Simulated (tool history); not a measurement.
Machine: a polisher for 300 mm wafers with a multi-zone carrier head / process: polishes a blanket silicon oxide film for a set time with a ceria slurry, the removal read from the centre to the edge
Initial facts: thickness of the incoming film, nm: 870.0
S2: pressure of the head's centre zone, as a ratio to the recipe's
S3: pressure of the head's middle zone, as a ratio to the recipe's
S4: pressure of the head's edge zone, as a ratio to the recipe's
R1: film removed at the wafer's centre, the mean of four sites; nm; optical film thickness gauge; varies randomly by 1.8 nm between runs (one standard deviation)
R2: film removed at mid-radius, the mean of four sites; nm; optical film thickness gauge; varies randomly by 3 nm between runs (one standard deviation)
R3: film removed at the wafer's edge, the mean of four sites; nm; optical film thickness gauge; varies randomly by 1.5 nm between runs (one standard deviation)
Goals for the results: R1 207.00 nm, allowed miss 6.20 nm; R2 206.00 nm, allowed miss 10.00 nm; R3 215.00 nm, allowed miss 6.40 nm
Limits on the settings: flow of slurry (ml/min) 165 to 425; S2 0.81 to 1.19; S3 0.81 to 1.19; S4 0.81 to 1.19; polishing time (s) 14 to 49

run 1 day=0.000 | flow_of_slurry_(ml/min)=275 S2=1.00 S3=1.00 S4=1.00 polishing_time_(s)=31 | R1=171.51 R2=166.40 R3=173.48
run 2 day=0.367 | flow_of_slurry_(ml/min)=285 S2=1.01 S3=1.03 S4=1.05 polishing_time_(s)=32 | R1=184.64 R2=176.86 R3=182.71
run 3 day=0.708 | flow_of_slurry_(ml/min)=285 S2=1.05 S3=1.03 S4=1.05 polishing_time_(s)=32 | R1=189.54 R2=177.93 R3=183.77
run 4 day=0.796 | flow_of_slurry_(ml/min)=285 S2=1.05 S3=1.03 S4=1.09 polishing_time_(s)=32 | R1=188.05 R2=180.37 R3=187.12
run 5 day=1.058 | flow_of_slurry_(ml/min)=285 S2=1.05 S3=1.11 S4=1.09 polishing_time_(s)=32 | R1=188.15 R2=189.43 R3=188.78
run 6 day=1.346 | flow_of_slurry_(ml/min)=285 S2=1.11 S3=1.11 S4=1.09 polishing_time_(s)=32 | R1=201.19 R2=189.93 R3=187.61
run 7 day=1.475 | flow_of_slurry_(ml/min)=290 S2=1.09 S3=1.10 S4=1.12 polishing_time_(s)=33 | R1=201.89 R2=193.64 R3=192.04
run 8 day=1.708 | flow_of_slurry_(ml/min)=280 S2=1.07 S3=1.08 S4=1.13 polishing_time_(s)=34 | R1=203.74 R2=199.85 R3=202.40
run 9 day=2.029 | flow_of_slurry_(ml/min)=275 S2=1.07 S3=1.07 S4=1.15 polishing_time_(s)=34 | R1=204.35 R2=194.85 R3=201.72
run 10 day=2.383 | flow_of_slurry_(ml/min)=275 S2=1.06 S3=1.07 S4=1.16 polishing_time_(s)=34 | R1=202.58 R2=195.08 R3=204.96
run 11 day=2.421 | flow_of_slurry_(ml/min)=275 S2=1.06 S3=1.08 S4=1.17 polishing_time_(s)=34 | R1=201.95 R2=198.23 R3=204.28

Which one of the following 4 next-run settings gets every result inside its allowed miss? There is exactly one.
run A day=2.458 | flow_of_slurry_(ml/min)=325 S2=1.10 S3=1.19 S4=1.04 polishing_time_(s)=33 | R1=? R2=? R3=?
run B day=2.458 | flow_of_slurry_(ml/min)=250 S2=1.05 S3=1.09 S4=1.19 polishing_time_(s)=36 | R1=? R2=? R3=?
run C day=2.458 | flow_of_slurry_(ml/min)=205 S2=0.99 S3=0.88 S4=1.19 polishing_time_(s)=37 | R1=? R2=? R3=?
run D day=2.458 | flow_of_slurry_(ml/min)=265 S2=1.12 S3=1.05 S4=1.11 polishing_time_(s)=34 | R1=? R2=? R3=?

move=A R1=207.06 R2=210.26 R3=191.27
move=B R1=208.59 R2=206.63 R3=218.87
move=C R1=195.44 R2=172.45 R3=220.82
move=D R1=211.86 R2=190.34 R3=200.61
A: misses by more than the last run did
B: every result within its allowed miss
C: corrects the largest miss of the last run, while another result sits out of spec
D: misses by more than the last run did
The move that meets every target is B.

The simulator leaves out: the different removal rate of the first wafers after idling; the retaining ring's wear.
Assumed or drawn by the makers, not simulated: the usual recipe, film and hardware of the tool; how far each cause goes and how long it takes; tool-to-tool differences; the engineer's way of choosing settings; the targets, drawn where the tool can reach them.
